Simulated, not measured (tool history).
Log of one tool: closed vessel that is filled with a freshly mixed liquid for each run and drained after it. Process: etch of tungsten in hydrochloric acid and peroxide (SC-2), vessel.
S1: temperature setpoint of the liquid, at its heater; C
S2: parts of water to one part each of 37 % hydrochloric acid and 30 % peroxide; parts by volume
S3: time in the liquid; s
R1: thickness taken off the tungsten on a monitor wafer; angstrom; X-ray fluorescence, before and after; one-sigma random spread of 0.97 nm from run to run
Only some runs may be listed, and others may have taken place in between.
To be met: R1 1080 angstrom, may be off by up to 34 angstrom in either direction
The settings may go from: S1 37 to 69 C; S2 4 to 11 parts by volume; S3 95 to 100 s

run,day,S1,S2,S3,R1
1,0,53,6,95,329.67
2,0.304,53,7,95,295.35
3,0.629,53,7,100,313.1
4,0.929,53,7,95,293.26
5,1.271,46,7,95,180.83
6,1.533,46,7,100,194.23
7,1.567,54,5,100,422.23
8,1.6,58.5,5,100,565.69
9,1.767,62,5,100,705.48
10,2.046,64,5,100,795.19
11,2.367,65.5,5,100,866.21

Which of these 5 next moves meets every target?
A,2.688,66.5,5.5,95,?
B,2.688,66.5,4.5,95,?
C,2.688,64,6,95,?
D,2.688,60.5,4.5,100,?
E,2.688,68,4.5,100,?

move,R1
A,817.49
B,943.26
C,658.32
D,686.76
E,1086.6
A: further off than the last run
B: an improvement on the last run, though not all results are within tolerance
C: further off than the last run
D: further off than the last run
E: all results land within tolerance of their targets
E meets every target.
